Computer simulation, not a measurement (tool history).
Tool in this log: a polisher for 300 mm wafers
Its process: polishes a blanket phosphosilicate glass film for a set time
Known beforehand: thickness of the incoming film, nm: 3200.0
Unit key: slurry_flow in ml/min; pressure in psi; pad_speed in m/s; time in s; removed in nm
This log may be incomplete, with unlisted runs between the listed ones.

run    day  slurry_flow  pressure  pad_speed  slurry_solids  time  removed
  1      0          275       3.8       0.96              1    35    435.8
  2  0.088          275       3.8       0.82              1    35   378.99
  3   0.45          275       3.8       0.68              1    35   324.57
  4  0.683          275       4.3       0.68              1    35   354.42
  5  1.042          275       4.3       0.68              1    31   316.64
  6  1.175          225       4.3       0.68              1    31   316.81
  7    1.3          225       3.7       0.66              1    31   273.96
  8  1.596          225       3.7       0.66              1    31   277.54

The next listed run, before its measurement:
  9  1.671          225       3.2       0.64              1    31        ?

{"run 9": {"removed": 242.97}}
